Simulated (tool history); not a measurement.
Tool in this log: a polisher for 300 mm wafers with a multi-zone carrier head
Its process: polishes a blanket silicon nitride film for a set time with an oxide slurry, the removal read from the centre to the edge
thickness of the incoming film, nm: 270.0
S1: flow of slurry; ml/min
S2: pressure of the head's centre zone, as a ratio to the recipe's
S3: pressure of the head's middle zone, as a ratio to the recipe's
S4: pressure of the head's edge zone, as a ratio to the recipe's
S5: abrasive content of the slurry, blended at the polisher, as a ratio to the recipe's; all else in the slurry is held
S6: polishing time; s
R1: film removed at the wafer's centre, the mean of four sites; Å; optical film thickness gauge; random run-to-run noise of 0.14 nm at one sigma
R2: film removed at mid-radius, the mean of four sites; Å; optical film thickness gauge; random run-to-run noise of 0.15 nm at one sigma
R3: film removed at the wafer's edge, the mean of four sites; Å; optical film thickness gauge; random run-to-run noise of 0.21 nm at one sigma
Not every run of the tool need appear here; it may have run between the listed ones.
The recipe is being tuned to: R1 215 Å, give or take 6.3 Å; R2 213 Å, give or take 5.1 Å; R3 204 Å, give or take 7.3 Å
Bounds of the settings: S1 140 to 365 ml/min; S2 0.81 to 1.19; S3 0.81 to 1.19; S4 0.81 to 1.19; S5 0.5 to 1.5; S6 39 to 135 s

run  hour   S1    S2    S3    S4    S5  S6      R1      R2      R3
  1     0  235     1     1     1     1  87  325.32   326.4  321.12
  2   8.8  235     1     1     1   0.9  87  313.01   317.2  302.99
  3    10  195     1     1     1   0.9  87  303.09  304.74  296.73
  4  16.8  195     1     1     1  0.75  87  281.34  285.29  279.39
  5  19.9  195     1  0.99  0.98   0.7  86  270.65  269.83  266.16
  6  27.7  195     1  0.99  0.96  0.65  85  260.38  261.71  251.71
  7  32.9  195  0.99  0.98  0.94  0.65  85  257.93  258.57  251.71
  8  37.7  195  0.99  0.98  0.93  0.65  84  256.73  253.79     246
  9  44.1  195  0.98  0.98  0.92  0.65  83  249.84  252.96  241.47
 10  52.9  195  0.98  0.97  0.91  0.65  83  250.37  249.59  242.03
 11  58.6  195  0.98  0.97   0.9  0.65  82  247.28  245.84  238.35
 12  65.6  195  0.98  0.97  0.89  0.65  81  243.03  245.51  240.03
 13  66.9  200  0.98  0.97  0.89  0.65  80  243.59  244.36  232.36
 14  68.8  200  0.98  0.97  0.88  0.65  80  238.48   240.7  235.28
 15    70  205  1.02  0.99  0.82   0.5  74  212.79  206.19  190.08
 16  70.9  205  1.02  0.99  0.83   0.5  74  212.62  208.74  188.35
 17  74.5  205  1.02  0.99  0.84   0.5  74  211.04  206.19  189.95
 18  78.4  205  1.02  0.99  0.85   0.5  74  212.76  209.27  191.87
 19  85.4  205  1.02  0.99  0.86   0.5  74   213.2  206.88  188.57

Consider the 4 candidate settings below. Which is the only one whose results all fall within their allowed miss of target?
  A  92.4  335  1.15  1.19  0.81   0.5  62   ?   ?   ?
  B  92.4  235  0.96  0.93  0.81  0.55  76   ?   ?   ?
  C  92.4  245  1.18  1.16   0.9   0.5  62   ?   ?   ?
  D  92.4  245  1.07  0.99  0.97   0.5  70   ?   ?   ?

move      R1      R2      R3
   A  212.99  214.14  164.53
   B  215.77  212.52   203.8
   C  210.48  202.44  167.38
   D  215.08  199.76   195.5
A: the biggest miss grows against the last run
B: meets every target
C: the biggest miss grows against the last run
D: the biggest miss grows against the last run
Go with B: it meets all targets.
